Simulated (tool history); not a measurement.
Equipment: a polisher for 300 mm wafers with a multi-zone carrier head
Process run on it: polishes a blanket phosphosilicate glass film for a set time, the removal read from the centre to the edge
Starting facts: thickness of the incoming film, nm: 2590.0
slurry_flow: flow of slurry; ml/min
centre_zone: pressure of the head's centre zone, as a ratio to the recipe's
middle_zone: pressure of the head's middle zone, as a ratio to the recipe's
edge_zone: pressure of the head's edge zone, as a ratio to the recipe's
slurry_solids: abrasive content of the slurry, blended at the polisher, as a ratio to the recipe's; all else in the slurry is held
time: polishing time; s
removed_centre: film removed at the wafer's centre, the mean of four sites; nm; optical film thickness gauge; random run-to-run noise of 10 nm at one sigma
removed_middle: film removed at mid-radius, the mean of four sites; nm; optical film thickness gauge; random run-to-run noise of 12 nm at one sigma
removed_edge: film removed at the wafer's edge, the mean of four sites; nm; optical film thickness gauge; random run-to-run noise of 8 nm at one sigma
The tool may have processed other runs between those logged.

{"run": 1, "hour": 0.0, "slurry_flow": 155, "centre_zone": 1.0, "middle_zone": 1.0, "edge_zone": 1.0, "slurry_solids": 1.0, "time": 82, "removed_centre": 490.7, "removed_middle": 473.25, "removed_edge": 487.88}
{"run": 2, "hour": 1.7, "slurry_flow": 155, "centre_zone": 1.0, "middle_zone": 1.0, "edge_zone": 0.93, "slurry_solids": 1.0, "time": 82, "removed_centre": 489.83, "removed_middle": 479.79, "removed_edge": 462.48}
{"run": 3, "hour": 6.2, "slurry_flow": 155, "centre_zone": 1.0, "middle_zone": 1.0, "edge_zone": 0.98, "slurry_solids": 1.0, "time": 82, "removed_centre": 490.57, "removed_middle": 483.2, "removed_edge": 483.25}
{"run": 4, "hour": 6.8, "slurry_flow": 155, "centre_zone": 1.0, "middle_zone": 1.0, "edge_zone": 0.98, "slurry_solids": 0.8, "time": 82, "removed_centre": 454.29, "removed_middle": 453.25, "removed_edge": 432.11}
{"run": 5, "hour": 12.1, "slurry_flow": 155, "centre_zone": 1.0, "middle_zone": 0.95, "edge_zone": 0.98, "slurry_solids": 0.8, "time": 82, "removed_centre": 439.45, "removed_middle": 437.12, "removed_edge": 434.99}
{"run": 6, "hour": 18.1, "slurry_flow": 160, "centre_zone": 1.0, "middle_zone": 0.98, "edge_zone": 0.97, "slurry_solids": 0.85, "time": 84, "removed_centre": 465.54, "removed_middle": 446.17, "removed_edge": 459.98}
{"run": 7, "hour": 24.0, "slurry_flow": 155, "centre_zone": 1.01, "middle_zone": 1.0, "edge_zone": 0.98, "slurry_solids": 0.9, "time": 85, "removed_centre": 495.74, "removed_middle": 479.39, "removed_edge": 481.76}
{"run": 8, "hour": 27.4, "slurry_flow": 150, "centre_zone": 1.02, "middle_zone": 1.02, "edge_zone": 0.96, "slurry_solids": 0.95, "time": 87, "removed_centre": 508.65, "removed_middle": 510.6, "removed_edge": 498.73}
{"run": 9, "hour": 28.3, "slurry_flow": 155, "centre_zone": 1.04, "middle_zone": 1.04, "edge_zone": 0.94, "slurry_solids": 1.0, "time": 88, "removed_centre": 548.41, "removed_middle": 532.73, "removed_edge": 503.52}
{"run": 10, "hour": 32.9, "slurry_flow": 200, "centre_zone": 1.12, "middle_zone": 1.14, "edge_zone": 1.04, "slurry_solids": 1.25, "time": 95, "removed_centre": 700.7, "removed_middle": 712.6, "removed_edge": 639.26}
{"run": 11, "hour": 36.0, "slurry_flow": 200, "centre_zone": 1.12, "middle_zone": 1.14, "edge_zone": 1.04, "slurry_solids": 1.25, "time": 95, "removed_centre": 706.73, "removed_middle": 699.12, "removed_edge": 639.33}
{"run": 12, "hour": 39.0, "slurry_flow": 200, "centre_zone": 1.13, "middle_zone": 1.14, "edge_zone": 1.03, "slurry_solids": 1.3, "time": 95, "removed_centre": 714.0, "removed_middle": 718.91, "removed_edge": 658.08}
{"run": 13, "hour": 44.4, "slurry_flow": 205, "centre_zone": 1.14, "middle_zone": 1.14, "edge_zone": 1.02, "slurry_solids": 1.3, "time": 96, "removed_centre": 729.1, "removed_middle": 722.02, "removed_edge": 641.9}
{"run": 14, "hour": 46.7, "slurry_flow": 210, "centre_zone": 1.15, "middle_zone": 1.14, "edge_zone": 1.02, "slurry_solids": 1.3, "time": 97, "removed_centre": 760.89, "removed_middle": 743.72, "removed_edge": 657.91}
{"run": 15, "hour": 55.5, "slurry_flow": 210, "centre_zone": 1.15, "middle_zone": 1.14, "edge_zone": 1.02, "slurry_solids": 1.3, "time": 97, "removed_centre": 757.7, "removed_middle": 730.68, "removed_edge": 663.67}

Run 16 comes next. What will it give?
{"run": 16, "hour": 60.6, "slurry_flow": 240, "centre_zone": 1.19, "middle_zone": 1.17, "edge_zone": 0.98, "slurry_solids": 1.45, "time": 98, "removed_centre": "?", "removed_middle": "?", "removed_edge": "?"}

{"run 16": {"removed_centre": 845.26, "removed_middle": 803.73, "removed_edge": 696.0}}
